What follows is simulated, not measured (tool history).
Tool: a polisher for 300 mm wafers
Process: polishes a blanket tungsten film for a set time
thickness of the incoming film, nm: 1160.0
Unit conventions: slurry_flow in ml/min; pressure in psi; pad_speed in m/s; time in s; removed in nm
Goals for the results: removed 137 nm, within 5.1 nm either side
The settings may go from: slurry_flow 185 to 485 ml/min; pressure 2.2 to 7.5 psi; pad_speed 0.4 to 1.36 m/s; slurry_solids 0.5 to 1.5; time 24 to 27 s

{"run": 1, "hour": 0.0, "slurry_flow": 310, "pressure": 4.8, "pad_speed": 0.88, "slurry_solids": 1, "time": 27, "removed": 167.19}
{"run": 2, "hour": 7.3, "slurry_flow": 310, "pressure": 4.7, "pad_speed": 0.88, "slurry_solids": 1, "time": 27, "removed": 162.54}
{"run": 3, "hour": 14.5, "slurry_flow": 310, "pressure": 4.6, "pad_speed": 0.88, "slurry_solids": 1, "time": 27, "removed": 161.55}
{"run": 4, "hour": 19.2, "slurry_flow": 310, "pressure": 4.5, "pad_speed": 0.88, "slurry_solids": 1, "time": 27, "removed": 156.24}
{"run": 5, "hour": 23.9, "slurry_flow": 310, "pressure": 4.5, "pad_speed": 0.68, "slurry_solids": 1, "time": 27, "removed": 122.98}
{"run": 6, "hour": 25.7, "slurry_flow": 310, "pressure": 4.6, "pad_speed": 0.68, "slurry_solids": 1, "time": 27, "removed": 121.76}
{"run": 7, "hour": 34.1, "slurry_flow": 310, "pressure": 4.7, "pad_speed": 0.68, "slurry_solids": 1, "time": 27, "removed": 125.53}
{"run": 8, "hour": 37.9, "slurry_flow": 310, "pressure": 4.8, "pad_speed": 0.68, "slurry_solids": 1, "time": 27, "removed": 128.15}
{"run": 9, "hour": 39.1, "slurry_flow": 310, "pressure": 4.8, "pad_speed": 0.68, "slurry_solids": 1, "time": 27, "removed": 129.39}

Exercise: of the 4 proposed moves below, exactly one satisfies all targets within the stated allowed misses. Which move is it?
{"run": "A", "hour": 40.3, "slurry_flow": 305, "pressure": 5.1, "pad_speed": 0.66, "slurry_solids": 1.05, "time": 25, "removed": "?"}
{"run": "B", "hour": 40.3, "slurry_flow": 255, "pressure": 5.1, "pad_speed": 0.72, "slurry_solids": 0.9, "time": 27, "removed": "?"}
{"run": "C", "hour": 40.3, "slurry_flow": 395, "pressure": 4.5, "pad_speed": 0.78, "slurry_solids": 0.75, "time": 25, "removed": "?"}
{"run": "D", "hour": 40.3, "slurry_flow": 320, "pressure": 4.7, "pad_speed": 0.7, "slurry_solids": 1.1, "time": 25, "removed": "?"}

move=A removed=126.17
move=B removed=138.3
move=C removed=120.12
move=D removed=125.86
A: lands further from the targets than the last run did
B: in spec on every target
C: lands further from the targets than the last run did
D: lands further from the targets than the last run did
Go with B: it meets all targets.

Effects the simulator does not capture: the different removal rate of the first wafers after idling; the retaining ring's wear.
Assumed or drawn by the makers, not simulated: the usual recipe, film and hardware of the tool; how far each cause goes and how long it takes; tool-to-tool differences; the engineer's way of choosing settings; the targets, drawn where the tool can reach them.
